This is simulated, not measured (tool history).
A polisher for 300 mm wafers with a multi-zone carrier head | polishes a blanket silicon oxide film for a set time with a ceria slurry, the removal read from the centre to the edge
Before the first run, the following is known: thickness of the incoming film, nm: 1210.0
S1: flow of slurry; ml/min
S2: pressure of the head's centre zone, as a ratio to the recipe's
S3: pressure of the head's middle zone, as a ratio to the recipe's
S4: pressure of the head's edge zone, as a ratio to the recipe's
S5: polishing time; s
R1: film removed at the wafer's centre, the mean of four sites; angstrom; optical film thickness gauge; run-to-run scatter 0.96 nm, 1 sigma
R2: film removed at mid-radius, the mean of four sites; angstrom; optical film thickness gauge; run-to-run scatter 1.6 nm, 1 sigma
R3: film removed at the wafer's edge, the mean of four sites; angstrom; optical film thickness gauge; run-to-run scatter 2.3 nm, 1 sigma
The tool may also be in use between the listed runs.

run	day	S1	S2	S3	S4	S5	R1	R2	R3
1	0.000	200	1.00	1.00	1.00	65	1856.3	1873.4	1916.8
2	0.229	195	0.99	0.99	0.98	64	1801.4	1825.7	1902.2
3	0.567	195	0.99	0.99	0.98	62	1736.2	1776.7	1849.6
4	0.646	195	0.93	0.99	0.98	62	1645.9	1800.3	1815.4
5	0.854	240	0.93	0.99	0.98	62	1688.4	1828.1	1871.7
6	0.892	240	0.93	0.99	0.95	62	1686.3	1881.2	1814.3
7	1.246	235	0.93	0.97	0.94	61	1667.3	1786.4	1774.0
8	1.617	230	0.92	0.96	0.93	61	1644.4	1772.9	1750.3

Run 9 is up next; what results do you expect?
9	1.662	225	0.91	0.95	0.93	61	?	?	?

{"run 9": {"R1": 1612.7, "R2": 1716.9, "R3": 1795.6}}
